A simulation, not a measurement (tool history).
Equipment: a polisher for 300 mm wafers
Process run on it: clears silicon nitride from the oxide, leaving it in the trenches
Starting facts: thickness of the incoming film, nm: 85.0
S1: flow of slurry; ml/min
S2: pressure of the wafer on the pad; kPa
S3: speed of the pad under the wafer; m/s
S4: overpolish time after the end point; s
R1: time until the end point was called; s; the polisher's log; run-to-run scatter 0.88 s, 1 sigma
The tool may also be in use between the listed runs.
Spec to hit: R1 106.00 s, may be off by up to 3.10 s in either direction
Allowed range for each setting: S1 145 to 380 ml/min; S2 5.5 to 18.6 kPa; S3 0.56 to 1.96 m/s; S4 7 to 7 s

run  hour   S1    S2    S3  S4      R1
  1   0.0  245  11.7  1.26   7  128.85
  2   3.1  245  11.7  1.26   7  129.11
  3   9.5  245  11.7  1.26   7  128.81
  4  10.3  245   9.0  1.26   7  167.75
  5  16.2  245  11.7  1.26   7  129.86
  6  22.3  205  11.7  1.26   7  133.58
  7  30.1  220  11.7  1.26   7  131.31
  8  34.4  230  11.7  1.26   7  129.59
  9  37.0  235  11.7  1.26   7  131.06
 10  41.8  245  11.7  1.26   7  130.46

Which of these 5 next moves meets every target?
  A  46.6  200  12.4  1.38   7   ?
  B  46.6  225  13.1  1.48   7   ?
  C  46.6  230  10.3  1.02   7   ?
  D  46.6  235  10.3  1.60   7   ?
  E  46.6  300  12.4  1.44   7   ?

move      R1
   A  115.31
   B  100.51
   C  180.78
   D  116.49
   E  105.32
A: moves toward the targets from the last run without getting all of them in spec
B: takes the biggest miss from the last run beyond its target
C: lands further from the targets than the last run did
D: moves toward the targets from the last run without getting all of them in spec
E: each result inside its tolerance
E is the move that brings every result within its allowed miss.

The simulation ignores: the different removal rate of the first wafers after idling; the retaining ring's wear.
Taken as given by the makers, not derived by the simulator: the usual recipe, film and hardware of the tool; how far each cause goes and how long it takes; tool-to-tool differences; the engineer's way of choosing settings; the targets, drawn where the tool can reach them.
